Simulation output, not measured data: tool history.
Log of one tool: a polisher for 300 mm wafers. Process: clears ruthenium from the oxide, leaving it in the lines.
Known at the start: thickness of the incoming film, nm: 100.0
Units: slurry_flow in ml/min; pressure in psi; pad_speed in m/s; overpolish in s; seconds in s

| run | hour | slurry_flow | pressure | pad_speed | overpolish | seconds |
|---|---|---|---|---|---|---|
| 1 | 0.0 | 230 | 1.6 | 1.12 | 6 | 118.450 |
| 2 | 4.7 | 230 | 1.8 | 1.12 | 6 | 109.690 |
| 3 | 8.5 | 230 | 1.8 | 1.12 | 6 | 106.960 |
| 4 | 14.2 | 275 | 1.8 | 1.12 | 6 | 105.540 |
| 5 | 18.7 | 330 | 1.8 | 1.12 | 6 | 105.240 |
| 6 | 26.4 | 330 | 2.0 | 1.12 | 6 | 98.428 |
| 7 | 30.1 | 330 | 2.2 | 1.12 | 6 | 90.437 |

Run 8 comes next. What will it give?
| 8 | 33.8 | 330 | 2.3 | 1.12 | 6 | ? |

seconds: 88.336 s

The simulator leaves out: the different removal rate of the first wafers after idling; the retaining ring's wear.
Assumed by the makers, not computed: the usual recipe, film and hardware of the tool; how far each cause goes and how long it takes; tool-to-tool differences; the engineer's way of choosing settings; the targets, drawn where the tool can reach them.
